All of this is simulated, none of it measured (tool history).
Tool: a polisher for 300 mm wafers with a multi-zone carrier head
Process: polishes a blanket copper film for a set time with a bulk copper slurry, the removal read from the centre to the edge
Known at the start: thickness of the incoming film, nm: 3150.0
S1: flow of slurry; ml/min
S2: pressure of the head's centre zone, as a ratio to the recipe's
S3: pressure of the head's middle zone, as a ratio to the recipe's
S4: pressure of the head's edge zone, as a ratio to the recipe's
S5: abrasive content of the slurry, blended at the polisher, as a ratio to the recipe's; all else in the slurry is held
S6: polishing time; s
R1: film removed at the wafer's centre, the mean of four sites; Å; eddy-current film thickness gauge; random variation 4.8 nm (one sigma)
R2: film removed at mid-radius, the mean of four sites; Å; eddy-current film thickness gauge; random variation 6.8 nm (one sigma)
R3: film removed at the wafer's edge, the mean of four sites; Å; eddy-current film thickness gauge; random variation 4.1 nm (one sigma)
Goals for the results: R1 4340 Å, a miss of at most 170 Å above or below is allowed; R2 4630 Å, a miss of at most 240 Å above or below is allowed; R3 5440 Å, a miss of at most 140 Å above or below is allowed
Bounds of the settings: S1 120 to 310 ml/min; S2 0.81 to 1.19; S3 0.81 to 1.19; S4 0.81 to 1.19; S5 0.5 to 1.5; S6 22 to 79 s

run	hour	S1	S2	S3	S4	S5	S6	R1	R2	R3
1	0	200	1	1	1	1	50	3883.1	4204.8	4246.5
2	3.5	210	0.99	0.98	1.06	1.15	51	4176	4363.7	4590.3
3	6.9	210	0.95	0.98	1.06	1.15	51	3889.9	4375.3	4636.5
4	13.6	210	0.95	0.98	1.09	1.15	51	3859.1	4378.7	4670.5
5	20.3	220	0.94	0.96	1.12	1.25	52	3995	4562.2	4902.5
# hour 28.6: centre zone pressure recalibrated
6	28.6	220	0.98	0.96	1.12	1.25	52	4546.7	4428.1	4954
7	30.1	215	0.96	0.94	1.14	1.3	53	4530.8	4582	5069.6
8	33.7	215	0.96	0.94	1.14	1.3	53	4654.6	4544.6	5060.5

Which of these 5 next moves meets every target?
A	37.3	250	0.84	1.07	1.01	0.95	60	?	?	?
B	37.3	210	0.86	1.11	1.03	1.25	57	?	?	?
C	37.3	190	0.86	0.94	1.08	1.5	54	?	?	?
D	37.3	215	0.89	0.95	1.13	1.2	55	?	?	?
E	37.3	225	0.87	0.92	1.19	1	58	?	?	?

move	R1	R2	R3
A	4385.6	5501.9	5215.4
B	4382.6	5511.3	5168.6
C	4234.9	4787.5	5147.9
D	4354.8	4779.1	5205.3
E	4373.6	4810.6	5487.5
A: further off than the last run
B: further off than the last run
C: nearer than the last run, and not there yet
D: nearer than the last run, and not there yet
E: every result within its allowed miss
So the answer is move E, the one that meets all the targets.

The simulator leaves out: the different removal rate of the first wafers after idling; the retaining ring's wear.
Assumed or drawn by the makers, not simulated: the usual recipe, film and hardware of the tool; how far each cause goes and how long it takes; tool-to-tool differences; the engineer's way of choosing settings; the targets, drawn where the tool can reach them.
